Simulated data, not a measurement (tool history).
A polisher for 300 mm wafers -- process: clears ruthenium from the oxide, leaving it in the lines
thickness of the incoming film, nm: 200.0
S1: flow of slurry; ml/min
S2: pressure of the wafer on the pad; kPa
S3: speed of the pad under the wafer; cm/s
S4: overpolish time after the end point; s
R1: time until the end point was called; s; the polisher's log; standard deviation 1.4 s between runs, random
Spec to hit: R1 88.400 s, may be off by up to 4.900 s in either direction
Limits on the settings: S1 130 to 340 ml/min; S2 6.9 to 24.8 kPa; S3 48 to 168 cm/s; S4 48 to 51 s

{"run": 1, "day": 0.0, "S1": 220, "S2": 15.9, "S3": 108, "S4": 48, "R1": 138.23}
{"run": 2, "day": 0.092, "S1": 275, "S2": 15.9, "S3": 108, "S4": 48, "R1": 132.83}
{"run": 3, "day": 0.146, "S1": 255, "S2": 15.9, "S3": 108, "S4": 48, "R1": 131.92}
{"run": 4, "day": 0.321, "S1": 225, "S2": 15.9, "S3": 108, "S4": 48, "R1": 134.93}
{"run": 5, "day": 0.575, "S1": 225, "S2": 17.9, "S3": 110, "S4": 48, "R1": 119.33}
{"run": 6, "day": 0.771, "S1": 225, "S2": 17.9, "S3": 110, "S4": 51, "R1": 122.1}
{"run": 7, "day": 0.992, "S1": 225, "S2": 19.3, "S3": 112, "S4": 51, "R1": 110.54}
{"run": 8, "day": 1.225, "S1": 225, "S2": 20.7, "S3": 112, "S4": 51, "R1": 107.43}
{"run": 9, "day": 1.404, "S1": 225, "S2": 20.7, "S3": 112, "S4": 51, "R1": 103.74}
{"run": 10, "day": 1.675, "S1": 225, "S2": 21.4, "S3": 112, "S4": 51, "R1": 102.77}
{"run": 11, "day": 1.7, "S1": 225, "S2": 22.1, "S3": 112, "S4": 51, "R1": 101.34}
{"run": 12, "day": 1.775, "S1": 225, "S2": 22.8, "S3": 114, "S4": 51, "R1": 97.571}

Which single option among these 5 for the next run brings every result within its allowed miss of target? Just one does.
{"run": "A", "day": 1.85, "S1": 210, "S2": 24.1, "S3": 104, "S4": 48, "R1": "?"}
{"run": "B", "day": 1.85, "S1": 215, "S2": 24.8, "S3": 114, "S4": 48, "R1": "?"}
{"run": "C", "day": 1.85, "S1": 225, "S2": 24.8, "S3": 94, "S4": 48, "R1": "?"}
{"run": "D", "day": 1.85, "S1": 230, "S2": 24.1, "S3": 102, "S4": 51, "R1": "?"}
{"run": "E", "day": 1.85, "S1": 250, "S2": 22.1, "S3": 98, "S4": 48, "R1": "?"}

move=A R1=100.070
move=B R1=90.082
move=C R1=105.350
move=D R1=100.500
move=E R1=110.930
A: lands further from the targets than the last run did
B: each result inside its tolerance
C: lands further from the targets than the last run did
D: lands further from the targets than the last run did
E: lands further from the targets than the last run did
Correct choice: B, which meets every target

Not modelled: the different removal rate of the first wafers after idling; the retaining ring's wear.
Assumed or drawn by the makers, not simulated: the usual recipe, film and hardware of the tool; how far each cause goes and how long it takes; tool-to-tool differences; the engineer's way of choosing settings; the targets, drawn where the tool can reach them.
